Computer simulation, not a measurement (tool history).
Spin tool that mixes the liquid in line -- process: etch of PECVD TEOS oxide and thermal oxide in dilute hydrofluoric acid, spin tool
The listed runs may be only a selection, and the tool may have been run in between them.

| run | hour | temperature setpoint of the liquid (C) | parts of water to one part of 49 % hydrofluoric acid (parts by volume) | time under the liquid (s) | thickness taken off the PECVD TEOS oxide on a monitor wafer (Å) | thickness taken off the thermal oxide on a monitor wafer (Å) |
|---|---|---|---|---|---|---|
| 1 | 0 | 22 | 230 | 180 | 57.436 | 31.991 |
| 2 | 2.6 | 22 | 230 | 220 | 70.442 | 39.664 |
| 3 | 9.8 | 22 | 230 | 180 | 57.415 | 31.579 |
| 4 | 13.4 | 25 | 230 | 180 | 64.288 | 36.09 |
| 5 | 14.3 | 23.5 | 230 | 180 | 60.793 | 33.548 |
| 6 | 19.3 | 20 | 230 | 180 | 53.542 | 29.811 |

Forecast run 7:
| 7 | 24.8 | 19.5 | 230 | 180 | ? | ? |

{"run 7": {"thickness taken off the PECVD TEOS oxide on a monitor wafer (Å)": 52.235, "thickness taken off the thermal oxide on a monitor wafer (Å)": 29.1}}
